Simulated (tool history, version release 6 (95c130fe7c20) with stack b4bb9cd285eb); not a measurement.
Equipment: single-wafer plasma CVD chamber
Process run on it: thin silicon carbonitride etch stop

run,hour,RF power (kW),deposition time (s),mean film thickness on the monitor wafer (angstrom)
1,0.0,0.245,12.4,76.897
2,6.4,0.245,13.4,83.489
3,9.5,0.250,13.5,84.690
4,10.6,0.220,13.5,81.586
5,19.5,0.225,13.6,82.961
6,24.8,0.230,13.7,84.052
7,31.7,0.235,13.8,84.782
8,40.5,0.240,13.9,86.437

The next listed run, before its measurement:
9,48.7,0.245,14.0,?

{"run 9": {"mean film thickness on the monitor wafer (angstrom)": 86.927}}
